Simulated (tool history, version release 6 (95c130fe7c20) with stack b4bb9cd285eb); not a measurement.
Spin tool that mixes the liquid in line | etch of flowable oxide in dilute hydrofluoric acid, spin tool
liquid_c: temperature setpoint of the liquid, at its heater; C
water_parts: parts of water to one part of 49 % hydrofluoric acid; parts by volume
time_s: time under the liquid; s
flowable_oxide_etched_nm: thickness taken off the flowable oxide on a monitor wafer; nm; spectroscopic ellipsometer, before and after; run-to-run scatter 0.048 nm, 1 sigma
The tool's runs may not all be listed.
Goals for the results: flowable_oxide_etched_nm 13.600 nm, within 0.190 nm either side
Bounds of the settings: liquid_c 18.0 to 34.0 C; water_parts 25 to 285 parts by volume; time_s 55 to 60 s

{"run": 1, "hour": 0.0, "liquid_c": 26.0, "water_parts": 155, "time_s": 55, "flowable_oxide_etched_nm": 18.671}
{"run": 2, "hour": 1.1, "liquid_c": 24.5, "water_parts": 155, "time_s": 55, "flowable_oxide_etched_nm": 17.673}
{"run": 3, "hour": 5.3, "liquid_c": 24.5, "water_parts": 155, "time_s": 60, "flowable_oxide_etched_nm": 19.235}
{"run": 4, "hour": 10.6, "liquid_c": 24.5, "water_parts": 130, "time_s": 60, "flowable_oxide_etched_nm": 23.741}
{"run": 5, "hour": 14.6, "liquid_c": 28.0, "water_parts": 130, "time_s": 60, "flowable_oxide_etched_nm": 26.989}
{"run": 6, "hour": 18.2, "liquid_c": 26.0, "water_parts": 140, "time_s": 60, "flowable_oxide_etched_nm": 22.907}
{"run": 7, "hour": 26.3, "liquid_c": 22.0, "water_parts": 170, "time_s": 60, "flowable_oxide_etched_nm": 15.675}
{"run": 8, "hour": 34.1, "liquid_c": 21.5, "water_parts": 170, "time_s": 60, "flowable_oxide_etched_nm": 15.402}
{"run": 9, "hour": 38.0, "liquid_c": 21.0, "water_parts": 170, "time_s": 60, "flowable_oxide_etched_nm": 15.142}
{"run": 10, "hour": 41.3, "liquid_c": 20.5, "water_parts": 170, "time_s": 60, "flowable_oxide_etched_nm": 14.789}
{"run": 11, "hour": 47.4, "liquid_c": 20.0, "water_parts": 170, "time_s": 60, "flowable_oxide_etched_nm": 14.505}
{"run": 12, "hour": 49.8, "liquid_c": 19.5, "water_parts": 170, "time_s": 60, "flowable_oxide_etched_nm": 14.17}
{"run": 13, "hour": 51.8, "liquid_c": 19.0, "water_parts": 170, "time_s": 60, "flowable_oxide_etched_nm": 13.984}

Which one of the following 4 next-run settings gets every result inside its allowed miss? There is exactly one.
{"run": "A", "hour": 53.8, "liquid_c": 18.0, "water_parts": 155, "time_s": 55, "flowable_oxide_etched_nm": "?"}
{"run": "B", "hour": 53.8, "liquid_c": 18.5, "water_parts": 175, "time_s": 60, "flowable_oxide_etched_nm": "?"}
{"run": "C", "hour": 53.8, "liquid_c": 18.0, "water_parts": 150, "time_s": 55, "flowable_oxide_etched_nm": "?"}
{"run": "D", "hour": 53.8, "liquid_c": 18.0, "water_parts": 160, "time_s": 55, "flowable_oxide_etched_nm": "?"}

move=A flowable_oxide_etched_nm=13.741
move=B flowable_oxide_etched_nm=13.283
move=C flowable_oxide_etched_nm=14.269
move=D flowable_oxide_etched_nm=13.246
A: all results land within tolerance of their targets
B: carries the result that was furthest off beyond its target, to the other side
C: lands further from the targets than the last run did
D: carries the result that was furthest off beyond its target, to the other side
Move A is the one to make.
